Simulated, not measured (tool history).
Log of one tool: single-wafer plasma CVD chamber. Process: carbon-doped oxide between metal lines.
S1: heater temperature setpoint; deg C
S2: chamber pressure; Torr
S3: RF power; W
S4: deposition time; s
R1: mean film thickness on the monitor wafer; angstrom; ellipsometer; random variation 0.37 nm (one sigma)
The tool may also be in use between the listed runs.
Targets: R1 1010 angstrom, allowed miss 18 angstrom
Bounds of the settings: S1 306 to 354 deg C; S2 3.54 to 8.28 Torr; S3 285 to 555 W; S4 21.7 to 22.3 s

run  hour   S1    S2   S3    S4      R1
  1     0  330  5.91  420  21.7  1206.9
  2   7.8  330  5.91  420  21.7  1213.1
  3  12.2  330  5.91  445  21.7  1259.6
  4  18.4  330  5.91  480  21.7  1323.4
  5  25.4  330  5.91  480  22.3    1353
  6  32.6  332  5.79  465  22.3  1323.6
  7  33.6  333  5.71  450  22.3  1279.5
  8    41  345  4.53  385  22.1  1052.1
  9  48.8  346   4.5  385  22.1  1049.7
 10  54.5  347  4.47  385  22.1  1046.2
 11  61.8  347  4.43  385  22.1  1041.9
 12    65  348   4.4  385  22.1  1045.5
 13  70.1  348  4.35  385  22.1  1037.4
 14  75.5  348  4.32  385  22.1  1039.7
 15  84.4  348  4.29  385  22.1  1036.3
 16  88.7  348  4.26  385  22.1  1039.1

Which of these 4 next moves meets every target?
  A    93  350  4.12  390  21.7   ?
  B    93  347  4.83  355  21.7   ?
  C    93  354  4.46  360  21.7   ?
  D    93  345  4.42  355  21.7   ?

move      R1
   A  1017.8
   B  975.41
   C  955.19
   D  971.31
A: meets every target
B: takes the result that was furthest off past its target
C: takes the result that was furthest off past its target
D: takes the result that was furthest off past its target
Move A is the one to make.
